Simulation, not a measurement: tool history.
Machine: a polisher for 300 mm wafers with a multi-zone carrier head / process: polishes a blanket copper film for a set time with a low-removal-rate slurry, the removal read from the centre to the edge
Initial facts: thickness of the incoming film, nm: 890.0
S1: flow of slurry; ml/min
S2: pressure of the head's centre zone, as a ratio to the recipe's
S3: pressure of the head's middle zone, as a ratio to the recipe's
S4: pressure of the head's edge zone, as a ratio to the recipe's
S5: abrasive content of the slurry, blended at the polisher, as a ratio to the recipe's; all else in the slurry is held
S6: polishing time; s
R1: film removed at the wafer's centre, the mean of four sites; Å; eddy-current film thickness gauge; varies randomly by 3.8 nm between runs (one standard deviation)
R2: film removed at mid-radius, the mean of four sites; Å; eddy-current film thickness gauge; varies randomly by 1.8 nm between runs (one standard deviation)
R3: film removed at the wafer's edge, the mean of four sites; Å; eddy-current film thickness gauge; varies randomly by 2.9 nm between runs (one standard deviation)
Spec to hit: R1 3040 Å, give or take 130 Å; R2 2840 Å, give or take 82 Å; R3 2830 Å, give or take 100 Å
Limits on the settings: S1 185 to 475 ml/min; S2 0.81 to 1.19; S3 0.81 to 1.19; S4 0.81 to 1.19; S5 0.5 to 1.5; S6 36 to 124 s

run 1 hour=0 | S1=305 S2=1 S3=1 S4=1 S5=1 S6=79 | R1=2114.8 R2=2117.9 R3=2108.6
run 2 hour=5.7 | S1=310 S2=1.04 S3=1.02 S4=1.04 S5=1.15 S6=82 | R1=2323.2 R2=2297 R3=2314.1
run 3 hour=11.8 | S1=320 S2=1.09 S3=1.04 S4=1.06 S5=1.25 S6=84 | R1=2464.5 R2=2447.8 R3=2428.8
run 4 hour=17.4 | S1=320 S2=1.09 S3=1.04 S4=1.06 S5=1.25 S6=64 | R1=1864.2 R2=1841.4 R3=1842.5
run 5 hour=18.9 | S1=325 S2=1.12 S3=1.04 S4=1.06 S5=1.35 S6=73 | R1=2247.2 R2=2159.1 R3=2105.3
run 6 hour=27.3 | S1=325 S2=1.12 S3=1.04 S4=1.06 S5=1.2 S6=73 | R1=2194.9 R2=2096.8 R3=2068
run 7 hour=32 | S1=330 S2=1.14 S3=1.04 S4=1.08 S5=1.3 S6=79 | R1=2437.5 R2=2310.7 R3=2288.3
run 8 hour=33.8 | S1=335 S2=1.15 S3=1.04 S4=1.09 S5=1.35 S6=83 | R1=2633.3 R2=2436.3 R3=2458
run 9 hour=40.9 | S1=340 S2=1.16 S3=1.05 S4=1.1 S5=1.4 S6=85 | R1=2679.4 R2=2570.8 R3=2534.8

Below are 4 possible settings for the next run. Only one of them brings all results inside the allowed miss of their targets. Which is it?
run A hour=48 | S1=325 S2=1.05 S3=1.09 S4=1.16 S5=1.45 S6=91 | R1=? R2=? R3=?
run B hour=48 | S1=335 S2=1.06 S3=1.07 S4=1.17 S5=1.35 S6=71 | R1=? R2=? R3=?
run C hour=48 | S1=380 S2=1.19 S3=1.06 S4=1.14 S5=1.45 S6=91 | R1=? R2=? R3=?
run D hour=48 | S1=325 S2=1.19 S3=1.1 S4=1.06 S5=1.45 S6=91 | R1=? R2=? R3=?

move=A R1=2687.6 R2=2850.5 R3=2785.6
move=B R1=2091.5 R2=2166.6 R3=2159.2
move=C R1=3030 R2=2836.5 R3=2802.7
move=D R1=2966.1 R2=2871.7 R3=2660.5
A: brings the last run's worst result on target, with another outside its allowed miss
B: the biggest miss grows against the last run
C: in spec on every target
D: brings the last run's worst result on target, with another outside its allowed miss
The move that meets every target is C.

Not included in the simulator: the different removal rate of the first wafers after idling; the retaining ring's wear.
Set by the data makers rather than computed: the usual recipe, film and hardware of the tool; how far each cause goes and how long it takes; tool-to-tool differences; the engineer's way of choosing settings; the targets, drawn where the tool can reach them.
